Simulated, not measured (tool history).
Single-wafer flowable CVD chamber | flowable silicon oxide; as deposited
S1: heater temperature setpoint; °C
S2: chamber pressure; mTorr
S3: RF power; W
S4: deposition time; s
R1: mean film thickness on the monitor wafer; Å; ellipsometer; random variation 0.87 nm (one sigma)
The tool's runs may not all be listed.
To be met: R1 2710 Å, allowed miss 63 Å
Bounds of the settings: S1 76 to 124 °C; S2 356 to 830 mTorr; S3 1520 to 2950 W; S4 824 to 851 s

run 1 hour=0 | S1=100 S2=593 S3=2235 S4=824 | R1=3359.9
run 2 hour=6.6 | S1=100 S2=593 S3=2235 S4=824 | R1=3352.2
run 3 hour=7.5 | S1=101 S2=593 S3=2235 S4=824 | R1=3264.3
run 4 hour=12.7 | S1=101 S2=696 S3=2235 S4=824 | R1=3789.6
run 5 hour=18.1 | S1=103 S2=696 S3=2235 S4=824 | R1=3544.5
run 6 hour=26.3 | S1=105 S2=696 S3=2235 S4=824 | R1=3345.8
run 7 hour=29.6 | S1=106 S2=696 S3=2235 S4=824 | R1=3223.8
run 8 hour=34.4 | S1=107 S2=696 S3=2235 S4=824 | R1=3132.8
-- hour=35.3 RF generator calibrated
run 9 hour=35.3 | S1=108 S2=696 S3=2235 S4=824 | R1=3069
run 10 hour=38.6 | S1=109 S2=696 S3=2235 S4=824 | R1=3002.9
run 11 hour=40.5 | S1=110 S2=696 S3=2235 S4=824 | R1=2893.2
run 12 hour=44.6 | S1=111 S2=696 S3=2235 S4=824 | R1=2806.9

4 next moves are on the table. One of them brings every result within its allowed miss. Which?
run A hour=48.7 | S1=117 S2=720 S3=2350 S4=851 | R1=?
run B hour=48.7 | S1=105 S2=576 S3=2220 S4=851 | R1=?
run C hour=48.7 | S1=113 S2=681 S3=2250 S4=824 | R1=?
run D hour=48.7 | S1=114 S2=753 S3=1705 S4=844 | R1=?

move=A R1=2539.9
move=B R1=2904
move=C R1=2598.4
move=D R1=2695.9
A: takes the result that was furthest off past its target
B: further off than the last run
C: takes the result that was furthest off past its target
D: meets every target
The right move is D.
